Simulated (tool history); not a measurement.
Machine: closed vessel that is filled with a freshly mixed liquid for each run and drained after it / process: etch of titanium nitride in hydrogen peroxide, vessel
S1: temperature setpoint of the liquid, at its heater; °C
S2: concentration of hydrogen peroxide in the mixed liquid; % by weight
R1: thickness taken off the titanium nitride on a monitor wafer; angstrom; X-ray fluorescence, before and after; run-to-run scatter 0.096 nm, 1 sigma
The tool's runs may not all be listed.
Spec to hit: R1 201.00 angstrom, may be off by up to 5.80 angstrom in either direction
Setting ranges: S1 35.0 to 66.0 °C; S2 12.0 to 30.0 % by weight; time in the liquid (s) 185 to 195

Run 1, hour 0.0: S1 51.0 °C, S2 22.5 % by weight, time in the liquid (s) 185. Result: R1 167.03 angstrom.
Run 2, hour 4.8: S1 45.0 °C, S2 22.5 % by weight, time in the liquid (s) 185. Result: R1 108.68 angstrom.
Run 3, hour 10.3: S1 45.0 °C, S2 22.5 % by weight, time in the liquid (s) 185. Result: R1 107.76 angstrom.
Run 4, hour 12.0: S1 47.0 °C, S2 22.5 % by weight, time in the liquid (s) 185. Result: R1 124.92 angstrom.
Run 5, hour 15.7: S1 47.0 °C, S2 22.5 % by weight, time in the liquid (s) 195. Result: R1 131.36 angstrom.
Run 6, hour 23.5: S1 47.0 °C, S2 22.5 % by weight, time in the liquid (s) 185. Result: R1 124.33 angstrom.
Run 7, hour 32.0: S1 48.5 °C, S2 22.5 % by weight, time in the liquid (s) 185. Result: R1 139.11 angstrom.
Run 8, hour 39.2: S1 54.5 °C, S2 22.5 % by weight, time in the liquid (s) 185. Result: R1 213.26 angstrom.

5 candidate next runs follow, results not yet known. Just one meets every target within its allowed miss. Identify it.
Run A, hour 46.4: S1 55.0 °C, S2 20.0 % by weight, time in the liquid (s) 195. Result: R1 ?.
Run B, hour 46.4: S1 55.0 °C, S2 20.5 % by weight, time in the liquid (s) 185. Result: R1 ?.
Run C, hour 46.4: S1 54.5 °C, S2 20.0 % by weight, time in the liquid (s) 195. Result: R1 ?.
Run D, hour 46.4: S1 53.5 °C, S2 23.5 % by weight, time in the liquid (s) 185. Result: R1 ?.
Run E, hour 46.4: S1 54.5 °C, S2 23.5 % by weight, time in the liquid (s) 185. Result: R1 ?.

move      R1
   A  230.07
   B  219.43
   C  222.14
   D  203.35
   E  218.20
A: further off than the last run
B: further off than the last run
C: further off than the last run
D: each result inside its tolerance
E: further off than the last run
D meets every target.
